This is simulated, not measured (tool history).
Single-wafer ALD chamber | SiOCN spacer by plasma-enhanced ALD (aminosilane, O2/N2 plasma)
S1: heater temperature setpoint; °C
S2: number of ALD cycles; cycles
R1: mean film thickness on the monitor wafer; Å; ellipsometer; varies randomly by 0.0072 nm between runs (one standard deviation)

{"run": 1, "day": 0.0, "S1": 395, "S2": 37, "R1": 20.604}
{"run": 2, "day": 0.229, "S1": 395, "S2": 38, "R1": 21.116}
{"run": 3, "day": 0.438, "S1": 395, "S2": 36, "R1": 20.087}
{"run": 4, "day": 0.596, "S1": 401, "S2": 36, "R1": 20.074}
{"run": 5, "day": 0.754, "S1": 401, "S2": 38, "R1": 21.201}
{"run": 6, "day": 1.083, "S1": 401, "S2": 36, "R1": 19.942}
{"run": 7, "day": 1.383, "S1": 401, "S2": 38, "R1": 21.143}
{"run": 8, "day": 1.425, "S1": 401, "S2": 39, "R1": 21.69}
{"run": 9, "day": 1.671, "S1": 401, "S2": 40, "R1": 22.406}

Predict the results of run 10:
{"run": 10, "day": 1.929, "S1": 401, "S2": 41, "R1": "?"}

{"run 10": {"R1": 22.841}}
